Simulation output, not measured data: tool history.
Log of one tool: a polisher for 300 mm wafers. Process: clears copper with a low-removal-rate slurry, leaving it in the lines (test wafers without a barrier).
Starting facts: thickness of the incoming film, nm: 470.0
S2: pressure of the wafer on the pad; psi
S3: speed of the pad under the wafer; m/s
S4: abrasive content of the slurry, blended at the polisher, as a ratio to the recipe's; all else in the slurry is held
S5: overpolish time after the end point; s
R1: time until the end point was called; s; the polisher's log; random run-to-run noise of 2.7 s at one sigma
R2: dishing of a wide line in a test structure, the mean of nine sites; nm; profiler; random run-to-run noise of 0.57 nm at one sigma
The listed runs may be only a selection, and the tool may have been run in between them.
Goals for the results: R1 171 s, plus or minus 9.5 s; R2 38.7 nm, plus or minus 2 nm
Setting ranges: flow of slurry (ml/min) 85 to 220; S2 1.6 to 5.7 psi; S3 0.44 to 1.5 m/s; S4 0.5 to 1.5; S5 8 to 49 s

Run 1, hour 0: flow of slurry (ml/min) 140, S2 3.6 psi, S3 0.96 m/s, S4 1, S5 25 s. Result: R1 126.23 s, R2 37.655 nm.
Run 2, hour 8.3: flow of slurry (ml/min) 140, S2 3.3 psi, S3 0.96 m/s, S4 1, S5 28 s. Result: R1 135.33 s, R2 38.072 nm.
Run 3, hour 12.3: flow of slurry (ml/min) 140, S2 3.3 psi, S3 0.96 m/s, S4 1, S5 36 s. Result: R1 139.34 s, R2 42.523 nm.
Run 4, hour 12.9: flow of slurry (ml/min) 140, S2 3.3 psi, S3 1.1 m/s, S4 1, S5 36 s. Result: R1 123.97 s, R2 43.654 nm.
Run 5, hour 19.2: flow of slurry (ml/min) 140, S2 3.3 psi, S3 1.26 m/s, S4 1, S5 36 s. Result: R1 104.47 s, R2 47.025 nm.
Run 6, hour 23.6: flow of slurry (ml/min) 140, S2 3.3 psi, S3 1.16 m/s, S4 1, S5 36 s. Result: R1 117.8 s, R2 45.814 nm.
Run 7, hour 24.6: flow of slurry (ml/min) 140, S2 3.3 psi, S3 1.16 m/s, S4 1, S5 36 s. Result: R1 118.85 s, R2 44.919 nm.
Run 8, hour 32.5: flow of slurry (ml/min) 140, S2 3 psi, S3 1.14 m/s, S4 1, S5 37 s. Result: R1 129.79 s, R2 45.061 nm.
Run 9, hour 40.6: flow of slurry (ml/min) 135, S2 2 psi, S3 1.1 m/s, S4 1, S5 34 s. Result: R1 197.6 s, R2 34.949 nm.
Run 10, hour 42.5: flow of slurry (ml/min) 140, S2 2.1 psi, S3 1.1 m/s, S4 1, S5 35 s. Result: R1 182.89 s, R2 35.768 nm.
Run 11, hour 50.5: flow of slurry (ml/min) 140, S2 2.1 psi, S3 1.1 m/s, S4 1, S5 36 s. Result: R1 188.85 s, R2 36.896 nm.

Of the 5 settings listed for the next run, only one would bring every result within its allowed miss of target. Which one?
Run A, hour 58.5: flow of slurry (ml/min) 175, S2 2.6 psi, S3 1.02 m/s, S4 1, S5 27 s. Result: R1 ?, R2 ?.
Run B, hour 58.5: flow of slurry (ml/min) 160, S2 1.8 psi, S3 1.26 m/s, S4 1, S5 29 s. Result: R1 ?, R2 ?.
Run C, hour 58.5: flow of slurry (ml/min) 175, S2 2.3 psi, S3 1.06 m/s, S4 1.05, S5 36 s. Result: R1 ?, R2 ?.
Run D, hour 58.5: flow of slurry (ml/min) 155, S2 2.6 psi, S3 1.1 m/s, S4 0.95, S5 33 s. Result: R1 ?, R2 ?.
Run E, hour 58.5: flow of slurry (ml/min) 210, S2 2.3 psi, S3 0.96 m/s, S4 1, S5 33 s. Result: R1 ?, R2 ?.

move      R1      R2
   A  157.39  34.171
   B   184.3  31.939
   C  169.07  37.441
   D  149.99  38.278
   E  183.65  34.701
A: the result that was furthest off in the last run now lies on the other side of its target
B: further off than the last run
C: hits every target within its allowed miss
D: the result that was furthest off in the last run now lies on the other side of its target
E: further off than the last run
Move C is the one to make.
